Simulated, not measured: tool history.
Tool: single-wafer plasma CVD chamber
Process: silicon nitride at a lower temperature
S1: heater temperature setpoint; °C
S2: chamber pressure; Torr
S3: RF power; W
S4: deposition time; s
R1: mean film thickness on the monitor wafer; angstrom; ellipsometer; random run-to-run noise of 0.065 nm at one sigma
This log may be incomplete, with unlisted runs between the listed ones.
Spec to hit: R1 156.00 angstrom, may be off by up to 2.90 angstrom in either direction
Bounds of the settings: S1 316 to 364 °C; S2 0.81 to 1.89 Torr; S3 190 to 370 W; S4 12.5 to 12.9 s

{"run": 1, "hour": 0.0, "S1": 340, "S2": 1.35, "S3": 280, "S4": 12.5, "R1": 123.99}
{"run": 2, "hour": 6.8, "S1": 340, "S2": 1.41, "S3": 285, "S4": 12.5, "R1": 127.53}
{"run": 3, "hour": 14.1, "S1": 340, "S2": 1.46, "S3": 290, "S4": 12.5, "R1": 130.88}
{"run": 4, "hour": 21.2, "S1": 340, "S2": 1.46, "S3": 250, "S4": 12.5, "R1": 113.2}
{"run": 5, "hour": 25.9, "S1": 340, "S2": 1.46, "S3": 230, "S4": 12.5, "R1": 102.86}
{"run": 6, "hour": 32.7, "S1": 340, "S2": 1.5, "S3": 240, "S4": 12.5, "R1": 108.61}
{"run": 7, "hour": 36.3, "S1": 340, "S2": 1.54, "S3": 250, "S4": 12.5, "R1": 113.37}
{"run": 8, "hour": 40.5, "S1": 340, "S2": 1.54, "S3": 250, "S4": 12.5, "R1": 114.52}
{"run": 9, "hour": 47.3, "S1": 340, "S2": 1.58, "S3": 260, "S4": 12.5, "R1": 119.7}
{"run": 10, "hour": 54.0, "S1": 340, "S2": 1.61, "S3": 265, "S4": 12.5, "R1": 122.96}
{"run": 11, "hour": 58.7, "S1": 340, "S2": 1.88, "S3": 310, "S4": 12.7, "R1": 150.66}
{"run": 12, "hour": 61.5, "S1": 340, "S2": 1.88, "S3": 310, "S4": 12.7, "R1": 149.88}
{"run": 13, "hour": 66.9, "S1": 340, "S2": 1.88, "S3": 315, "S4": 12.7, "R1": 152.18}

Exactly one of the 4 candidate moves below puts every result within its allowed miss. Which one?
{"run": "A", "hour": 72.3, "S1": 336, "S2": 1.89, "S3": 325, "S4": 12.6, "R1": "?"}
{"run": "B", "hour": 72.3, "S1": 342, "S2": 1.83, "S3": 340, "S4": 12.9, "R1": "?"}
{"run": "C", "hour": 72.3, "S1": 334, "S2": 1.89, "S3": 330, "S4": 12.9, "R1": "?"}
{"run": "D", "hour": 72.3, "S1": 333, "S2": 1.88, "S3": 310, "S4": 12.5, "R1": "?"}

move=A R1=155.20
move=B R1=163.45
move=C R1=161.09
move=D R1=147.72
A: each result inside its tolerance
B: the result that was furthest off in the last run now lies on the other side of its target
C: the result that was furthest off in the last run now lies on the other side of its target
D: lands further from the targets than the last run did
Go with A: it meets all targets.

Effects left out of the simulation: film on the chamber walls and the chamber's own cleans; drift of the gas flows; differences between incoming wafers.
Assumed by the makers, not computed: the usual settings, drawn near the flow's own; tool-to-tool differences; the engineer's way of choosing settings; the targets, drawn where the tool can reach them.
